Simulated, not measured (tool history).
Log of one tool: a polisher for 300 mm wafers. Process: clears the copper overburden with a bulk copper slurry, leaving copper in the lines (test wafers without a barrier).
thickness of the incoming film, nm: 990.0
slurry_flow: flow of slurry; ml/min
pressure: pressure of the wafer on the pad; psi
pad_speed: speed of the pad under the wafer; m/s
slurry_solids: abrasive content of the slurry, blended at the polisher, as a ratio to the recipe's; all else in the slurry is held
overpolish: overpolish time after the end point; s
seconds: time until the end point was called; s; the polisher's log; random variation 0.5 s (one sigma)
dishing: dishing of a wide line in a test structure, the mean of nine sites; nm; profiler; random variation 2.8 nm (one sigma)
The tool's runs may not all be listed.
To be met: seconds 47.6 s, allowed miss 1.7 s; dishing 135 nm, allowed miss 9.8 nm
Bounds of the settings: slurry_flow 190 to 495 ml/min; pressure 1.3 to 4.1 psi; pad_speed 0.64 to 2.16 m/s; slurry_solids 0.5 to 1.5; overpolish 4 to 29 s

run  hour  slurry_flow  pressure  pad_speed  slurry_solids  overpolish  seconds  dishing
  1     0          320       2.7        1.4              1          15   82.144   84.173
  2   8.4          320       2.9        1.4              1          15   78.113   86.722
  3  12.6          320       3.1       1.42              1          15   73.496   88.452
  4  13.9          320       3.3       1.46              1          16   69.548   101.33
  5    15          320       3.4       1.52              1          16   65.112   110.54
  6  19.9          320       3.4       1.52           1.15          16   63.116   108.37
  7  25.4          320       3.5       1.54           1.15          16   61.155    111.5
  8  32.6          320       3.6       1.56           1.15          16   59.479   112.57
     39.2  -- head pressure recalibrated
  9  39.2          320       3.7       1.58           1.15          16   52.835   117.49
 10  40.3          320       3.9       1.58           1.15          18   51.212   128.88
 11  43.7          320         4       1.58           1.15          18    49.17   127.53
 12  51.6          320         4       1.58           1.15          19   49.969   130.74

4 next moves are on the table. One of them brings every result within its allowed miss. Which?
  A  59.5          310       3.7       1.78            1.2          20        ?        ?
  B  59.5          340       3.6        1.6           1.15          20        ?        ?
  C  59.5          330       4.1       1.42           1.15          14        ?        ?
  D  59.5          350         4       1.42            1.3          18        ?        ?

move  seconds  dishing
   A   47.448   137.27
   B   53.231   130.77
   C   52.642   113.42
   D   51.804   128.98
A: meets every target
B: further off than the last run
C: further off than the last run
D: further off than the last run
Move A is the one to make.

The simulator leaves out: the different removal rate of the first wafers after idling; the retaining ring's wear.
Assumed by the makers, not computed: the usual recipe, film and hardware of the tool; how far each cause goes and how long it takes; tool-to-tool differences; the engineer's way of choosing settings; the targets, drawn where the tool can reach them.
